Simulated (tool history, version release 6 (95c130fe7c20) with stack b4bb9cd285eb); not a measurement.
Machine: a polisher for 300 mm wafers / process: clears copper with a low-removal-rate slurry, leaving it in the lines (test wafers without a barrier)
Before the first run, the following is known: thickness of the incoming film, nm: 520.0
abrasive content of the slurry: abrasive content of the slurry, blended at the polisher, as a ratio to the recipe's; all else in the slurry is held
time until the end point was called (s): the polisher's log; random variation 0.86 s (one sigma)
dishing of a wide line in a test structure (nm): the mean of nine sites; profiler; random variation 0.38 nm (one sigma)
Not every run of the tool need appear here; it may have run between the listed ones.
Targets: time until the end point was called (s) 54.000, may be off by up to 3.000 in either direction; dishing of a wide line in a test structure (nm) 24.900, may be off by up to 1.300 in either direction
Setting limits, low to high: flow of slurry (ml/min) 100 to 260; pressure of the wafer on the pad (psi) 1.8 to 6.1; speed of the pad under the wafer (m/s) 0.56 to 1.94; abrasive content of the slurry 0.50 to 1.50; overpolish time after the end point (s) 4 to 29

| run | hour | flow of slurry (ml/min) | pressure of the wafer on the pad (psi) | speed of the pad under the wafer (m/s) | abrasive content of the slurry | overpolish time after the end point (s) | time until the end point was called (s) | dishing of a wide line in a test structure (nm) |
|---|---|---|---|---|---|---|---|---|
| 1 | 0.0 | 165 | 3.9 | 1.24 | 1.00 | 15 | 96.935 | 24.142 |
| 2 | 4.4 | 165 | 3.9 | 1.24 | 1.00 | 12 | 99.012 | 22.928 |
| 3 | 12.5 | 165 | 3.9 | 1.24 | 1.00 | 7 | 99.066 | 17.607 |
| 4 | 19.8 | 165 | 3.9 | 1.00 | 1.00 | 7 | 114.280 | 16.350 |
|  | 25.8 | head pressure recalibrated |
| 5 | 25.8 | 165 | 3.9 | 1.00 | 1.00 | 5 | 106.740 | 13.744 |
| 6 | 32.0 | 165 | 4.5 | 1.14 | 1.00 | 6 | 89.952 | 17.313 |
| 7 | 35.7 | 165 | 5.0 | 1.22 | 1.00 | 6 | 76.249 | 18.668 |
| 8 | 39.4 | 165 | 5.3 | 1.28 | 1.00 | 7 | 68.643 | 21.075 |
| 9 | 43.8 | 165 | 5.5 | 1.30 | 1.00 | 7 | 67.763 | 21.325 |
| 10 | 52.8 | 165 | 5.7 | 1.36 | 1.00 | 7 | 64.128 | 21.490 |
| 11 | 55.2 | 165 | 5.8 | 1.42 | 1.00 | 7 | 60.022 | 21.774 |
| 12 | 59.9 | 165 | 5.9 | 1.44 | 1.00 | 8 | 59.089 | 23.789 |

Exactly one of the 4 candidate moves below puts every result within its allowed miss. Which one?
| A | 64.6 | 195 | 6.1 | 1.56 | 0.90 | 9 | ? | ? |
| B | 64.6 | 165 | 6.1 | 1.36 | 1.00 | 9 | ? | ? |
| C | 64.6 | 180 | 4.8 | 1.56 | 1.00 | 11 | ? | ? |
| D | 64.6 | 205 | 6.1 | 1.32 | 0.95 | 10 | ? | ? |

| move | time until the end point was called (s) | dishing of a wide line in a test structure (nm) |
|---|---|---|
| A | 53.929 | 24.500 |
| B | 59.867 | 23.885 |
| C | 64.742 | 24.472 |
| D | 60.396 | 24.456 |
A: in spec on every target
B: its largest miss is bigger than the last run's
C: its largest miss is bigger than the last run's
D: its largest miss is bigger than the last run's
So the answer is move A, the one that meets all the targets.
